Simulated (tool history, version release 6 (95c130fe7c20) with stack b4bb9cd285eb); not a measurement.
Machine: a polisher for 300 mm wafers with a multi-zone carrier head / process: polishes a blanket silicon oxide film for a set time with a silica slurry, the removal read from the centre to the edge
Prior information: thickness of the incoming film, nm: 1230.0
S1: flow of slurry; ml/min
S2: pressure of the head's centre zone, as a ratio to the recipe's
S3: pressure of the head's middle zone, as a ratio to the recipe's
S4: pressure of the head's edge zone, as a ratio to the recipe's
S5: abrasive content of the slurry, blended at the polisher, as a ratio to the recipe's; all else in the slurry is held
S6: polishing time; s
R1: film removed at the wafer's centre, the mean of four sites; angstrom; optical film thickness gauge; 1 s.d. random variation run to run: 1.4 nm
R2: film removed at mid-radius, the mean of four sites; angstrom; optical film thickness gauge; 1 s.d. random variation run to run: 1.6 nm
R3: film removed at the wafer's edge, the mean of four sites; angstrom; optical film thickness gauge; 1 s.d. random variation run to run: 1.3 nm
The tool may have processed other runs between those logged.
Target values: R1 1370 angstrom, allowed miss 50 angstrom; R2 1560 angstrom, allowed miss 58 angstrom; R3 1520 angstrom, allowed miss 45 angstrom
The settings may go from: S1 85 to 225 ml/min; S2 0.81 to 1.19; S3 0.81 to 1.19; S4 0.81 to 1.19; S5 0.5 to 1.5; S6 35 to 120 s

run	hour	S1	S2	S3	S4	S5	S6	R1	R2	R3
1	0	145	1	1	1	1	77	1739.9	1687.3	1680.7
2	6.7	145	1.08	1	1	1	77	1843.6	1695.3	1680.6
3	15.1	135	1.04	1.01	1	1	77	1724.7	1669.7	1650.9
4	16	135	1.04	1.01	1	1	95	2194.1	2102.6	2096.7
5	16.7	130	1.01	1.01	0.99	0.9	95	2009.1	1980	1979.4
6	19.4	125	0.98	1.01	0.97	0.85	95	1889.4	1945.7	1889.1
7	27.4	120	0.96	1	0.96	0.8	95	1788.1	1834.7	1825.6
8	30.2	115	0.94	1	0.94	0.75	95	1695.9	1745.4	1727.7
9	32.3	110	0.92	1	0.93	0.75	95	1650.3	1741	1704.2
10	41.3	105	0.9	1	0.92	0.75	95	1568.6	1755	1689
11	45	105	0.89	0.99	0.91	0.75	95	1586.1	1726.1	1719.8
12	50.3	95	0.86	1.02	0.89	0.5	94	1250	1478.9	1410.5
13	53	100	0.86	1.02	0.9	0.5	94	1280.4	1454.2	1438.5
14	60.5	105	0.86	1.03	0.9	0.5	94	1302.2	1534.3	1444.6
15	62.7	110	0.86	1.03	0.91	0.5	94	1280.9	1520.2	1445.6

Exactly one of the 4 candidate moves below puts every result within its allowed miss. Which one?
A	64.9	90	0.93	1.03	0.87	0.55	94	?	?	?
B	64.9	100	0.9	1.04	0.99	0.55	92	?	?	?
C	64.9	140	0.89	1.02	0.93	0.5	99	?	?	?
D	64.9	95	0.97	1.03	0.82	0.6	92	?	?	?

move	R1	R2	R3
A	1366.3	1535.3	1410.2
B	1345	1563.3	1496.6
C	1516.6	1732.9	1597.4
D	1465	1578.2	1404.4
A: the worst result of the last run now meets its target, but another is out of spec
B: hits every target within its allowed miss
C: carries the result that was furthest off beyond its target, to the other side
D: carries the result that was furthest off beyond its target, to the other side
Correct choice: B, which meets every target
